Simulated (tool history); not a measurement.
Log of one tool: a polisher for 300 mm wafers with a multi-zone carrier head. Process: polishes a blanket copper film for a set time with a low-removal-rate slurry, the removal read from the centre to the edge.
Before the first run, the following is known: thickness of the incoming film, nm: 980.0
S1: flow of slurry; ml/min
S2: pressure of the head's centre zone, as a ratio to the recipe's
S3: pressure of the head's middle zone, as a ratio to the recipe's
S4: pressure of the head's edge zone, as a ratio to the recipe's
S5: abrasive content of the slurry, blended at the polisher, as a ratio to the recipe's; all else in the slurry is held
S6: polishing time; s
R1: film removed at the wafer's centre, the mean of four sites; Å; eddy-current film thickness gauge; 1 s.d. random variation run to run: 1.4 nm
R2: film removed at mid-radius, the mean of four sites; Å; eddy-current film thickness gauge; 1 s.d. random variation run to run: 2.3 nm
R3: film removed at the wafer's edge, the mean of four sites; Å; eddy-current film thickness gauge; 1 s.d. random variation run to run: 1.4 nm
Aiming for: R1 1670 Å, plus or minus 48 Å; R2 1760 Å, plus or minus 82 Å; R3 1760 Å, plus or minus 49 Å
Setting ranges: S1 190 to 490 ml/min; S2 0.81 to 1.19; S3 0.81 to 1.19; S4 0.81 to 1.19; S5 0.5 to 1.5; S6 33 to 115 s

Run 1, hour 0: S1 315 ml/min, S2 1, S3 1, S4 1, S5 1, S6 73 s. Result: R1 2738.8 Å, R2 2731.5 Å, R3 2717.3 Å.
Run 2, hour 2.2: S1 315 ml/min, S2 1, S3 1, S4 0.97, S5 1, S6 73 s. Result: R1 2769.9 Å, R2 2723.5 Å, R3 2687.1 Å.
Run 3, hour 5.4: S1 315 ml/min, S2 1, S3 1, S4 1.03, S5 1, S6 73 s. Result: R1 2728.7 Å, R2 2757.4 Å, R3 2775.3 Å.
Run 4, hour 12.4: S1 315 ml/min, S2 1.04, S3 1, S4 1.03, S5 1, S6 73 s. Result: R1 2852.5 Å, R2 2735.8 Å, R3 2771 Å.
Run 5, hour 20.8: S1 310 ml/min, S2 0.99, S3 0.98, S4 0.99, S5 0.85, S6 68 s. Result: R1 2416.5 Å, R2 2359.5 Å, R3 2417.5 Å.
Run 6, hour 27.6: S1 310 ml/min, S2 0.99, S3 1.06, S4 0.99, S5 0.85, S6 68 s. Result: R1 2388.9 Å, R2 2557.8 Å, R3 2389.1 Å.
Run 7, hour 29.9: S1 290 ml/min, S2 0.89, S3 0.96, S4 0.89, S5 0.6, S6 52 s. Result: R1 1429.6 Å, R2 1567.2 Å, R3 1522.4 Å.
Run 8, hour 35.1: S1 355 ml/min, S2 0.98, S3 1.02, S4 0.99, S5 0.6, S6 52 s. Result: R1 1624 Å, R2 1688.1 Å, R3 1644.8 Å.

Exactly one of the 5 candidate moves below puts every result within its allowed miss. Which one?
Run A, hour 40.3: S1 430 ml/min, S2 0.96, S3 1.1, S4 0.95, S5 0.8, S6 50 s. Result: R1 ?, R2 ?, R3 ?.
Run B, hour 40.3: S1 340 ml/min, S2 0.93, S3 0.97, S4 1.08, S5 0.65, S6 52 s. Result: R1 ?, R2 ?, R3 ?.
Run C, hour 40.3: S1 330 ml/min, S2 0.94, S3 0.99, S4 0.98, S5 0.8, S6 51 s. Result: R1 ?, R2 ?, R3 ?.
Run D, hour 40.3: S1 350 ml/min, S2 0.92, S3 0.97, S4 1.01, S5 0.55, S6 56 s. Result: R1 ?, R2 ?, R3 ?.
Run E, hour 40.3: S1 360 ml/min, S2 1.06, S3 1.1, S4 0.96, S5 0.6, S6 50 s. Result: R1 ?, R2 ?, R3 ?.

move      R1      R2      R3
   A  1722.1  1925.3  1706.4
   B  1574.6    1638  1728.7
   C  1682.8    1762  1743.4
   D  1564.8  1645.4    1679
   E  1680.8  1701.8  1520.9
A: nearer the targets than the last run, but a result is still out of spec
B: gets the furthest-off result to its target, but another result is out of tolerance
C: all results in spec
D: nearer the targets than the last run, but a result is still out of spec
E: misses by more than the last run did
Go with C: it meets all targets.

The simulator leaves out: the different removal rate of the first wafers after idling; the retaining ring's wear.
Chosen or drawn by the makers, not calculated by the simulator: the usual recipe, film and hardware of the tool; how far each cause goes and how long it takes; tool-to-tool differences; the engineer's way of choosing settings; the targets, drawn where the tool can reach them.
